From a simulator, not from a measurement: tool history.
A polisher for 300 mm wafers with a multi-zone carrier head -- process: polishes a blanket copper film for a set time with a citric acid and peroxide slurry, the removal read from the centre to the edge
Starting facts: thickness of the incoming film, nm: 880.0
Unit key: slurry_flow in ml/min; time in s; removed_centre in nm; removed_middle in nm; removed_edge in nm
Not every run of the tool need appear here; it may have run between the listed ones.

Run 1, hour 0: slurry_flow 210 ml/min, centre_zone 1, middle_zone 1, edge_zone 1, slurry_solids 1, time 70 s. Result: removed_centre 116.74 nm, removed_middle 113.78 nm, removed_edge 119.76 nm.
Run 2, hour 7.8: slurry_flow 210 ml/min, centre_zone 1, middle_zone 1, edge_zone 0.92, slurry_solids 1, time 70 s. Result: removed_centre 114.32 nm, removed_middle 113.12 nm, removed_edge 115.79 nm.
Run 3, hour 15.8: slurry_flow 215 ml/min, centre_zone 1.01, middle_zone 1.01, edge_zone 0.94, slurry_solids 1.05, time 70 s. Result: removed_centre 119.71 nm, removed_middle 116.75 nm, removed_edge 116.39 nm.
Run 4, hour 16.6: slurry_flow 215 ml/min, centre_zone 1.01, middle_zone 1.01, edge_zone 0.94, slurry_solids 1.05, time 78 s. Result: removed_centre 131.75 nm, removed_middle 128.89 nm, removed_edge 127.96 nm.
Run 5, hour 18.9: slurry_flow 220 ml/min, centre_zone 1.02, middle_zone 1.02, edge_zone 0.96, slurry_solids 1.05, time 78 s. Result: removed_centre 136.18 nm, removed_middle 130.17 nm, removed_edge 127.78 nm.
Run 6, hour 23.4: slurry_flow 220 ml/min, centre_zone 1.02, middle_zone 0.95, edge_zone 0.96, slurry_solids 1.05, time 78 s. Result: removed_centre 135.88 nm, removed_middle 123.91 nm, removed_edge 129.3 nm.
Run 7, hour 26.6: slurry_flow 225 ml/min, centre_zone 1.02, middle_zone 0.96, edge_zone 0.98, slurry_solids 1.1, time 78 s. Result: removed_centre 136.27 nm, removed_middle 126.17 nm, removed_edge 129.13 nm.
Run 8, hour 29.5: slurry_flow 220 ml/min, centre_zone 1.02, middle_zone 0.97, edge_zone 0.99, slurry_solids 1.1, time 79 s. Result: removed_centre 134.25 nm, removed_middle 129.15 nm, removed_edge 133.07 nm.
Run 9, hour 34.7: slurry_flow 225 ml/min, centre_zone 1.03, middle_zone 0.98, edge_zone 1, slurry_solids 1.1, time 80 s. Result: removed_centre 141.81 nm, removed_middle 130.48 nm, removed_edge 135.1 nm.
Run 10, hour 41.3: slurry_flow 230 ml/min, centre_zone 1.03, middle_zone 0.99, edge_zone 1.01, slurry_solids 1.1, time 80 s. Result: removed_centre 137.88 nm, removed_middle 131.45 nm, removed_edge 137.76 nm.

Run 11, settings as shown, results not yet in. Your forecast:
Run 11, hour 46.6: slurry_flow 230 ml/min, centre_zone 1.04, middle_zone 1, edge_zone 1.01, slurry_solids 1.15, time 80 s. Result: removed_centre ?, removed_middle ?, removed_edge ?.

Logged for run 11: removed_centre 140.98 nm, removed_middle 137.73 nm, removed_edge 138.17 nm.

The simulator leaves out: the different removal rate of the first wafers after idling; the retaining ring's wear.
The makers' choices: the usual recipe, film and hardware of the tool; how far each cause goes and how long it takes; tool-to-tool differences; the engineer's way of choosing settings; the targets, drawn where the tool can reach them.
